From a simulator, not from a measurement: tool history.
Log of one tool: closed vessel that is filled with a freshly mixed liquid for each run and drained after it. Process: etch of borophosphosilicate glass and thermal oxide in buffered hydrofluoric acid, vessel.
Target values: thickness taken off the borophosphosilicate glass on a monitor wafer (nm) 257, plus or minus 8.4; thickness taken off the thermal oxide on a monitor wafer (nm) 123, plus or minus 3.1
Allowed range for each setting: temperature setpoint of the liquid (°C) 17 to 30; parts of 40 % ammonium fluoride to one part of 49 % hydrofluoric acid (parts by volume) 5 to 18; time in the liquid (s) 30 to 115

run  hour  temperature setpoint of the liquid (°C)  parts of 40 % ammonium fluoride to one part of 49 % hydrofluoric acid (parts by volume)  time in the liquid (s)  thickness taken off the borophosphosilicate glass on a monitor wafer (nm)  thickness taken off the thermal oxide on a monitor wafer (nm)
  1     0                                       22                                                                                       11                      60                                                                     120.85                                                         57.997
  2   6.2                                     24.5                                                                                      9.5                      60                                                                     154.34                                                         75.439
  3  12.4                                       26                                                                                      8.5                      60                                                                     187.12                                                         89.635
  4  13.8                                     27.5                                                                                        8                      60                                                                     220.01                                                          104.3
  5  21.9                                       24                                                                                        8                      60                                                                     175.48                                                         87.428
  6  24.7                                       24                                                                                        8                      50                                                                     146.96                                                         71.884
  7  26.2                                       26                                                                                        7                      50                                                                     193.66                                                         92.993
  8  28.9                                       27                                                                                      6.5                      50                                                                     216.27                                                         104.28
  9  32.9                                       28                                                                                      6.5                      50                                                                      228.1                                                         110.17

Pick the move, out of 4, that brings all results within their allowed miss; only one does.
  A  36.9                                       29                                                                                        5                      45                                                                          ?                                                              ?
  B  36.9                                     22.5                                                                                        5                      60                                                                          ?                                                              ?
  C  36.9                                       28                                                                                        5                      50                                                                          ?                                                              ?
  D  36.9                                       28                                                                                        7                      55                                                                          ?                                                              ?

move  thickness taken off the borophosphosilicate glass on a monitor wafer (nm)  thickness taken off the thermal oxide on a monitor wafer (nm)
   A                                                                     271.91                                                         130.69
   B                                                                      257.1                                                         122.88
   C                                                                     286.81                                                         137.74
   D                                                                     235.05                                                         113.67
A: takes the result that was furthest off past its target
B: each result inside its tolerance
C: takes the result that was furthest off past its target
D: better than the last run, though not everything is in spec
The right move is B.
